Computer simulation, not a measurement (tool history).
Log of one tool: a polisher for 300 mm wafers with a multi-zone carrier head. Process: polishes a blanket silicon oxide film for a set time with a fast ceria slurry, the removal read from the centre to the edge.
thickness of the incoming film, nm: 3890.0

run,day,flow of slurry (ml/min),pressure of the head's centre zone,pressure of the head's middle zone,pressure of the head's edge zone,polishing time (s),film removed at the wafer's centre (nm),film removed at mid-radius (nm),film removed at the wafer's edge (nm)
1,0,160,1,1,1,55,906.56,923.55,898.02
2,0.15,160,1,1,1.08,55,898.78,923.37,932.63
3,0.233,160,1,1,1.15,55,906.23,932.32,957.58
4,0.442,165,1.01,1.01,1.15,56,911.5,950.01,991.73
5,0.817,165,1.01,0.97,1.15,56,927.96,929.61,991.2
6,1.042,170,1.03,0.99,1.15,57,978.39,971.98,994.22
7,1.279,175,1.03,1,1.15,58,997.77,1012.5,1019.1
8,1.542,180,1.03,1,1.15,59,1028.4,1017.5,1052

The next listed run, before its measurement:
9,1.871,225,1.08,1.1,1.19,65,?,?,?

{"run 9": {"film removed at the wafer's centre (nm)": 1235.9, "film removed at mid-radius (nm)": 1244.3, "film removed at the wafer's edge (nm)": 1206.1}}
